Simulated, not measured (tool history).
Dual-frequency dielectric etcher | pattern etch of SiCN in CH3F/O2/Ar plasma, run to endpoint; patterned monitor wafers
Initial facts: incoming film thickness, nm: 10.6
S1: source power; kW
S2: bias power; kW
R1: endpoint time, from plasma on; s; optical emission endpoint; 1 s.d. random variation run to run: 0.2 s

| run | day | S1 | S2 | R1 |
|---|---|---|---|---|
| 1 | 0.000 | 0.360 | 0.057 | 35.209 |
| 2 | 0.342 | 0.310 | 0.057 | 36.668 |
| 3 | 0.408 | 0.300 | 0.055 | 37.802 |
| 4 | 0.467 | 0.290 | 0.054 | 38.267 |
|  | 0.525 | wet clean of the chamber |
| 5 | 0.525 | 0.330 | 0.054 | 36.059 |
| 6 | 0.767 | 0.330 | 0.060 | 34.807 |
| 7 | 0.942 | 0.310 | 0.058 | 35.650 |

For run 8, what comes out?
| 8 | 1.217 | 0.300 | 0.056 | ? |

Run 8 produced R1 37.060 s.

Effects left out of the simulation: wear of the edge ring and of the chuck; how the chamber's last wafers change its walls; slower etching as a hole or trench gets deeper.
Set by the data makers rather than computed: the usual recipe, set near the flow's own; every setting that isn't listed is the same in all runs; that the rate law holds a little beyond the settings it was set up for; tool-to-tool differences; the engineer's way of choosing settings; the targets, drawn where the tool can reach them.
